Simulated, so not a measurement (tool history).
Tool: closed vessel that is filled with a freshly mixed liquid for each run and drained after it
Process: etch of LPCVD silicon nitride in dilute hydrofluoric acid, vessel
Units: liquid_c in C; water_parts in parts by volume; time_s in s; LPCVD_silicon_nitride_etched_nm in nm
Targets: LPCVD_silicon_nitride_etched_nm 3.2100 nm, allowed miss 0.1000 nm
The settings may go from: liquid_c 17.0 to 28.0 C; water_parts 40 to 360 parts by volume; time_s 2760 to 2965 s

run,hour,liquid_c,water_parts,time_s,LPCVD_silicon_nitride_etched_nm
1,0.0,20.0,200,2760,4.9201
2,3.7,23.5,200,2760,6.1775
3,10.1,22.0,210,2760,5.3534
4,17.7,22.0,165,2760,6.9086
5,21.2,24.5,165,2760,8.0223
6,25.0,23.0,185,2760,6.4748
7,26.5,21.5,200,2760,5.3976
8,33.3,20.5,210,2760,4.8344
9,34.7,19.5,220,2760,4.3918
10,40.4,19.0,225,2760,4.0791
11,42.4,18.5,230,2760,3.9776
12,44.1,18.0,235,2760,3.7143
13,48.4,18.0,240,2760,3.6051

4 next moves are on the table. One of them brings every result within its allowed miss. Which?
A,52.7,17.0,270,2875,?
B,52.7,18.0,275,2965,?
C,52.7,18.0,220,2865,?
D,52.7,17.5,245,2785,?

move,LPCVD_silicon_nitride_etched_nm
A,3.1406
B,3.3986
C,4.0674
D,3.4499
A: meets every target
B: nearer than the last run, and not there yet
C: further off than the last run
D: nearer than the last run, and not there yet
The right move is A.
